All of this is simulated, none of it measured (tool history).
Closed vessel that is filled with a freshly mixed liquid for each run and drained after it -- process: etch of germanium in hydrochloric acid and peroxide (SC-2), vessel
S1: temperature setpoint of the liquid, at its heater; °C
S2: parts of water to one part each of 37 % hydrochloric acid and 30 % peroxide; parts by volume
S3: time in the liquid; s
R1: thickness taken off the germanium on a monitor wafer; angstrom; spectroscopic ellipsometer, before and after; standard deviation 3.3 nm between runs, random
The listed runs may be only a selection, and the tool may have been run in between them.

Run 1, hour 0.0: S1 51.0 °C, S2 8.5 parts by volume, S3 90 s. Result: R1 2582.8 angstrom.
Run 2, hour 4.0: S1 44.5 °C, S2 8.5 parts by volume, S3 90 s. Result: R1 2108.3 angstrom.
Run 3, hour 9.8: S1 44.5 °C, S2 8.5 parts by volume, S3 100 s. Result: R1 2336.8 angstrom.
Run 4, hour 11.9: S1 44.5 °C, S2 6.5 parts by volume, S3 100 s. Result: R1 2316.8 angstrom.
Run 5, hour 19.4: S1 41.5 °C, S2 6.5 parts by volume, S3 100 s. Result: R1 2164.2 angstrom.
Run 6, hour 20.7: S1 41.5 °C, S2 4.0 parts by volume, S3 100 s. Result: R1 2175.2 angstrom.
Run 7, hour 25.9: S1 41.5 °C, S2 4.0 parts by volume, S3 100 s. Result: R1 2124.4 angstrom.
Run 8, hour 31.6: S1 43.0 °C, S2 4.0 parts by volume, S3 100 s. Result: R1 2279.3 angstrom.
Run 9, hour 35.3: S1 44.0 °C, S2 4.0 parts by volume, S3 100 s. Result: R1 2337.7 angstrom.
Run 10, hour 36.0: S1 45.0 °C, S2 4.0 parts by volume, S3 100 s. Result: R1 2412.8 angstrom.
Run 11, hour 39.4: S1 46.0 °C, S2 4.0 parts by volume, S3 100 s. Result: R1 2503.0 angstrom.

Predict the results of run 12:
Run 12, hour 48.2: S1 54.0 °C, S2 4.0 parts by volume, S3 100 s. Result: R1 ?.

R1: 3230.3 angstrom

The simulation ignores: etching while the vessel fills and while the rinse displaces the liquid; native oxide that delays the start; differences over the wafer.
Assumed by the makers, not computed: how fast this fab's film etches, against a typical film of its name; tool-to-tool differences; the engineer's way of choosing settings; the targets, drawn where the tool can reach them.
